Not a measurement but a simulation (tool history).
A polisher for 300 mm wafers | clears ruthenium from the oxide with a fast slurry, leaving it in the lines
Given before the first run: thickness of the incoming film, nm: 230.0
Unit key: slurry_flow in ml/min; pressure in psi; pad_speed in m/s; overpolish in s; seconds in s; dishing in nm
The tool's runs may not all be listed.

run 1 hour=0.0 | slurry_flow=160 pressure=2.0 pad_speed=0.76 slurry_solids=1.0 overpolish=22 | seconds=133.67 dishing=24.538
run 2 hour=3.3 | slurry_flow=155 pressure=2.0 pad_speed=0.76 slurry_solids=1.0 overpolish=23 | seconds=136.75 dishing=25.239
run 3 hour=10.5 | slurry_flow=150 pressure=2.0 pad_speed=0.76 slurry_solids=1.0 overpolish=24 | seconds=134.06 dishing=26.366
run 4 hour=12.5 | slurry_flow=150 pressure=1.9 pad_speed=0.76 slurry_solids=1.0 overpolish=25 | seconds=143.11 dishing=25.932
-- hour=19.4 worn pad replaced by a new one
run 5 hour=19.4 | slurry_flow=150 pressure=2.3 pad_speed=0.76 slurry_solids=1.0 overpolish=25 | seconds=105.98 dishing=30.394
run 6 hour=27.2 | slurry_flow=150 pressure=2.2 pad_speed=0.76 slurry_solids=1.0 overpolish=25 | seconds=109.54 dishing=29.766

Run 7 comes next. What will it give?
run 7 hour=28.8 | slurry_flow=150 pressure=2.1 pad_speed=0.76 slurry_solids=1.0 overpolish=25 | seconds=? dishing=?

Run 7 yielded seconds 115.35 s, dishing 29.231 nm.
